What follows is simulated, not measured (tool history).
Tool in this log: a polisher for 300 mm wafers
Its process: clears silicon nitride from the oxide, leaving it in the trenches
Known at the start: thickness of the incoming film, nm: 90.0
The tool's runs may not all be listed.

run	day	flow of slurry (ml/min)	pressure of the wafer on the pad (psi)	speed of the pad under the wafer (cm/s)	overpolish time after the end point (s)	time until the end point was called (s)
1	0	280	2.4	90	2	127.01
2	0.133	280	1.9	90	2	159.55
3	0.354	280	1.9	106	2	136.41
4	0.454	255	1.9	106	2	137.32
5	0.646	255	2.1	108	2	123.39
6	0.833	255	2.1	108	2	124.3
7	1.162	255	2.7	116	2	91.942
8	1.371	255	2.8	116	2	86.414
9	1.504	255	2.9	116	2	84.37

Forecast run 10:
10	1.7	255	3	116	2	?

time until the end point was called (s): 79.248

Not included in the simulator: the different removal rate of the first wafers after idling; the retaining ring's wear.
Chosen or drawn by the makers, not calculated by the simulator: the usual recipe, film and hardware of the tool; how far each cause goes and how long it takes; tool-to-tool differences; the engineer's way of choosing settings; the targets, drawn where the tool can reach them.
